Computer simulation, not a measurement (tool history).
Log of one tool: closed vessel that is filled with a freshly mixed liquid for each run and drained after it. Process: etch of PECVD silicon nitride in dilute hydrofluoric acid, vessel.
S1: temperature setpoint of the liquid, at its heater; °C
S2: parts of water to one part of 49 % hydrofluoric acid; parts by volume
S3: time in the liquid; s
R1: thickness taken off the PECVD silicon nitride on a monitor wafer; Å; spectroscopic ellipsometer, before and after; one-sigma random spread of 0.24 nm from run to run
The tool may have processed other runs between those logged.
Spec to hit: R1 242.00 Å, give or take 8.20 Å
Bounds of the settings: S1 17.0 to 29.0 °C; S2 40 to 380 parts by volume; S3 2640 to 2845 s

run 1 hour=0.0 | S1=21.0 S2=210 S3=2640 | R1=182.20
run 2 hour=7.0 | S1=22.0 S2=210 S3=2640 | R1=193.33
run 3 hour=9.8 | S1=23.0 S2=210 S3=2640 | R1=202.49
run 4 hour=16.2 | S1=23.5 S2=210 S3=2640 | R1=215.00
run 5 hour=20.2 | S1=23.5 S2=280 S3=2640 | R1=162.19
run 6 hour=23.7 | S1=24.5 S2=275 S3=2640 | R1=175.56
run 7 hour=31.0 | S1=25.5 S2=275 S3=2640 | R1=188.15
run 8 hour=34.3 | S1=29.0 S2=270 S3=2640 | R1=234.36
run 9 hour=42.8 | S1=29.0 S2=270 S3=2640 | R1=234.07

Exercise: of the 4 proposed moves below, exactly one satisfies all targets within the stated allowed misses. Which move is it?
run A hour=51.3 | S1=26.0 S2=235 S3=2640 | R1=?
run B hour=51.3 | S1=28.5 S2=260 S3=2690 | R1=?
run C hour=51.3 | S1=25.5 S2=245 S3=2755 | R1=?
run D hour=51.3 | S1=27.0 S2=265 S3=2765 | R1=?

move=A R1=223.56
move=B R1=239.13
move=C R1=217.03
move=D R1=220.49
A: lands further from the targets than the last run did
B: in spec on every target
C: lands further from the targets than the last run did
D: lands further from the targets than the last run did
The right move is B.
